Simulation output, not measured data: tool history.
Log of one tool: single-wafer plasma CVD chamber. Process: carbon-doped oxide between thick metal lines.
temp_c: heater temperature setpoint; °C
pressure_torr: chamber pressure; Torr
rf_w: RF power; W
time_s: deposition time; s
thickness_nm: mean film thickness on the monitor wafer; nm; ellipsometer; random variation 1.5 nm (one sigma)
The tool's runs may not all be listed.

| run | hour | temp_c | pressure_torr | rf_w | time_s | thickness_nm |
|---|---|---|---|---|---|---|
| 1 | 0 | 365 | 4.72 | 510 | 124 | 579.8 |
| 2 | 5.5 | 365 | 5.22 | 510 | 124 | 582.76 |
| 3 | 13 | 368 | 5.07 | 490 | 123 | 551.54 |
| 4 | 14.6 | 369 | 5.04 | 475 | 122 | 528.08 |
| 5 | 19.8 | 370 | 5.01 | 465 | 122 | 513.32 |
| 6 | 20.7 | 360 | 5.01 | 465 | 122 | 525.66 |
| 7 | 28 | 360 | 5 | 450 | 122 | 507.71 |
| 8 | 29.4 | 362 | 4.22 | 370 | 119 | 371.72 |

The next listed run, before its measurement:
| 9 | 30.9 | 362 | 4.22 | 370 | 119 | ? |

{"run 9": {"thickness_nm": 370.48}}
